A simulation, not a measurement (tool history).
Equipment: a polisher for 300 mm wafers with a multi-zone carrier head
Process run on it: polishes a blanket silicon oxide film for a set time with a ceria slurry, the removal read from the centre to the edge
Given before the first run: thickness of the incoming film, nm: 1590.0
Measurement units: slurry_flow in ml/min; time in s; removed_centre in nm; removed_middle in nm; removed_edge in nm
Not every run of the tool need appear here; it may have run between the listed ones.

run	day	slurry_flow	centre_zone	middle_zone	edge_zone	time	removed_centre	removed_middle	removed_edge
1	0.000	135	1.00	1.00	1.00	50	261.41	274.12	268.91
2	0.133	135	1.00	1.00	1.00	44	231.52	235.42	237.73
3	0.400	135	1.00	1.03	1.00	44	228.83	244.22	238.73
4	0.700	135	1.00	1.03	1.05	44	231.81	244.11	241.90
5	1.012	135	1.00	1.03	1.05	52	274.77	286.41	288.68
6	1.179	150	1.01	1.07	1.07	54	288.34	312.05	304.22
7	1.467	155	1.03	1.09	1.09	56	315.48	341.66	324.71

Estimate the outcome of run 8 from the log above:
8	1.533	165	1.04	1.10	1.11	56	?	?	?

Run 8 yielded removed_centre 317.50 nm, removed_middle 343.42 nm, removed_edge 331.39 nm.
